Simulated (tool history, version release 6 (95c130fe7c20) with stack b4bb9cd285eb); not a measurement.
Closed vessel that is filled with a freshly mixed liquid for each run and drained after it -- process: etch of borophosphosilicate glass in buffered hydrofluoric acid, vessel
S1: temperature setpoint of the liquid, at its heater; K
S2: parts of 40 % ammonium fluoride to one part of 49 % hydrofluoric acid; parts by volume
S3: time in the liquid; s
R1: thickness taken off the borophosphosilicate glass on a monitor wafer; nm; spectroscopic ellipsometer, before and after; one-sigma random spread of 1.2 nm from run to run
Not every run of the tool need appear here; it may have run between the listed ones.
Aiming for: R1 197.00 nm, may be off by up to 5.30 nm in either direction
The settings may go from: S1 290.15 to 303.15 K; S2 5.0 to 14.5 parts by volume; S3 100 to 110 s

{"run": 1, "hour": 0.0, "S1": 295.15, "S2": 9.0, "S3": 100, "R1": 322.45}
{"run": 2, "hour": 5.0, "S1": 294.65, "S2": 9.5, "S3": 100, "R1": 304.75}
{"run": 3, "hour": 8.7, "S1": 294.65, "S2": 9.5, "S3": 110, "R1": 339.33}
{"run": 4, "hour": 11.2, "S1": 294.15, "S2": 10.0, "S3": 110, "R1": 318.61}
{"run": 5, "hour": 16.7, "S1": 293.65, "S2": 10.5, "S3": 110, "R1": 294.24}
{"hour": 24.5, "done": "thermometer replaced"}
{"run": 6, "hour": 24.5, "S1": 293.65, "S2": 8.5, "S3": 110, "R1": 327.02}
{"run": 7, "hour": 28.5, "S1": 293.15, "S2": 9.0, "S3": 110, "R1": 301.29}
{"run": 8, "hour": 33.2, "S1": 292.65, "S2": 9.5, "S3": 110, "R1": 282.17}
{"run": 9, "hour": 39.3, "S1": 292.15, "S2": 10.0, "S3": 110, "R1": 265.7}
{"run": 10, "hour": 45.8, "S1": 291.65, "S2": 10.5, "S3": 110, "R1": 245.83}
{"run": 11, "hour": 50.5, "S1": 290.65, "S2": 11.5, "S3": 110, "R1": 216.01}

Which one of the following 4 next-run settings gets every result inside its allowed miss? There is exactly one.
{"run": "A", "hour": 55.2, "S1": 292.15, "S2": 11.5, "S3": 110, "R1": "?"}
{"run": "B", "hour": 55.2, "S1": 291.15, "S2": 9.5, "S3": 100, "R1": "?"}
{"run": "C", "hour": 55.2, "S1": 292.65, "S2": 12.0, "S3": 110, "R1": "?"}
{"run": "D", "hour": 55.2, "S1": 290.15, "S2": 11.5, "S3": 105, "R1": "?"}

move=A R1=230.51
move=B R1=234.99
move=C R1=227.28
move=D R1=196.72
A: the biggest miss grows against the last run
B: the biggest miss grows against the last run
C: the biggest miss grows against the last run
D: every result lands within tolerance
Go with D: it meets all targets.
